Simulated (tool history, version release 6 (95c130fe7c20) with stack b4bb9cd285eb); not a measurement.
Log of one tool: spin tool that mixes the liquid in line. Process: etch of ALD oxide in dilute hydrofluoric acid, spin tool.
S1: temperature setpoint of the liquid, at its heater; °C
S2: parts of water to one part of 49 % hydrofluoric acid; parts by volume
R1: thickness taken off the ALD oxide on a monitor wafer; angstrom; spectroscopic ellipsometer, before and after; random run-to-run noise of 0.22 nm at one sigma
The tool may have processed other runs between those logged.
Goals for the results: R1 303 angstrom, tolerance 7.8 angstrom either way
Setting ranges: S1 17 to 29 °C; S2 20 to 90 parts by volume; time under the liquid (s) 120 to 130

{"run": 1, "hour": 0.0, "S1": 21, "S2": 50, "time under the liquid (s)": 120, "R1": 236.24}
{"run": 2, "hour": 7.2, "S1": 21, "S2": 50, "time under the liquid (s)": 120, "R1": 235.6}
{"run": 3, "hour": 8.6, "S1": 22, "S2": 50, "time under the liquid (s)": 120, "R1": 246.09}
{"run": 4, "hour": 15.5, "S1": 22, "S2": 50, "time under the liquid (s)": 120, "R1": 247.29}
{"run": 5, "hour": 24.3, "S1": 22, "S2": 35, "time under the liquid (s)": 120, "R1": 357.65}
{"run": 6, "hour": 30.6, "S1": 21.5, "S2": 35, "time under the liquid (s)": 120, "R1": 350.23}
{"run": 7, "hour": 38.8, "S1": 21, "S2": 35, "time under the liquid (s)": 120, "R1": 342.55}
{"run": 8, "hour": 42.0, "S1": 20.5, "S2": 35, "time under the liquid (s)": 120, "R1": 337.51}
{"run": 9, "hour": 44.0, "S1": 20, "S2": 35, "time under the liquid (s)": 120, "R1": 328.46}
{"run": 10, "hour": 47.3, "S1": 20, "S2": 35, "time under the liquid (s)": 120, "R1": 326.89}
{"run": 11, "hour": 54.1, "S1": 19, "S2": 35, "time under the liquid (s)": 120, "R1": 314.59}

Exercise: of the 4 proposed moves below, exactly one satisfies all targets within the stated allowed misses. Which move is it?
{"run": "A", "hour": 60.9, "S1": 20.5, "S2": 35, "time under the liquid (s)": 120, "R1": "?"}
{"run": "B", "hour": 60.9, "S1": 17.5, "S2": 35, "time under the liquid (s)": 125, "R1": "?"}
{"run": "C", "hour": 60.9, "S1": 18, "S2": 35, "time under the liquid (s)": 130, "R1": "?"}
{"run": "D", "hour": 60.9, "S1": 19, "S2": 35, "time under the liquid (s)": 125, "R1": "?"}

move=A R1=336.91
move=B R1=308.23
move=C R1=327.64
move=D R1=329.02
A: misses by more than the last run did
B: all results in spec
C: misses by more than the last run did
D: misses by more than the last run did
B is the move that brings every result within its allowed miss.
